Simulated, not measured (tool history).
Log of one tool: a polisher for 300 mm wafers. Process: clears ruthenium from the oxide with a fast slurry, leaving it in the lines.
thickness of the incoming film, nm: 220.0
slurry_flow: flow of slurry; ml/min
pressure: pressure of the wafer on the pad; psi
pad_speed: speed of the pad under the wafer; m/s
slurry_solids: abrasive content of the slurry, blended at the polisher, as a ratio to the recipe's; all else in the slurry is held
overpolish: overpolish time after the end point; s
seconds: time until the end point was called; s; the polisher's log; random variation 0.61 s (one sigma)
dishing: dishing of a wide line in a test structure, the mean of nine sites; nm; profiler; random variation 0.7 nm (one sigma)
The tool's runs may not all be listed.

Run 1, day 0: slurry_flow 160 ml/min, pressure 2.5 psi, pad_speed 1.06 m/s, slurry_solids 1, overpolish 14 s. Result: seconds 47.941 s, dishing 50.348 nm.
Run 2, day 0.096: slurry_flow 160 ml/min, pressure 2 psi, pad_speed 1.06 m/s, slurry_solids 1, overpolish 14 s. Result: seconds 59.717 s, dishing 42.411 nm.
Run 3, day 0.388: slurry_flow 160 ml/min, pressure 2.4 psi, pad_speed 1.06 m/s, slurry_solids 1, overpolish 14 s. Result: seconds 48.79 s, dishing 47.816 nm.
Run 4, day 0.721: slurry_flow 160 ml/min, pressure 2.6 psi, pad_speed 1.06 m/s, slurry_solids 1, overpolish 14 s. Result: seconds 45.136 s, dishing 49.735 nm.
Run 5, day 0.779: slurry_flow 160 ml/min, pressure 2.6 psi, pad_speed 1.32 m/s, slurry_solids 1, overpolish 14 s. Result: seconds 37.734 s, dishing 59.879 nm.
Run 6, day 0.929: slurry_flow 160 ml/min, pressure 2.6 psi, pad_speed 1.3 m/s, slurry_solids 1, overpolish 13 s. Result: seconds 38.274 s, dishing 56.825 nm.
Run 7, day 0.983: slurry_flow 160 ml/min, pressure 2.7 psi, pad_speed 1.28 m/s, slurry_solids 1, overpolish 12 s. Result: seconds 35.463 s, dishing 56.35 nm.
Run 8, day 1.288: slurry_flow 160 ml/min, pressure 2.7 psi, pad_speed 1.26 m/s, slurry_solids 1, overpolish 11 s. Result: seconds 38.105 s, dishing 48.805 nm.
Run 9, day 1.446: slurry_flow 160 ml/min, pressure 2.8 psi, pad_speed 1.26 m/s, slurry_solids 1, overpolish 10 s. Result: seconds 36.376 s, dishing 48.195 nm.

The next listed run, before its measurement:
Run 10, day 1.696: slurry_flow 160 ml/min, pressure 2.8 psi, pad_speed 1.26 m/s, slurry_solids 1, overpolish 10 s. Result: seconds ?, dishing ?.

seconds: 34.832 s
dishing: 46.688 nm
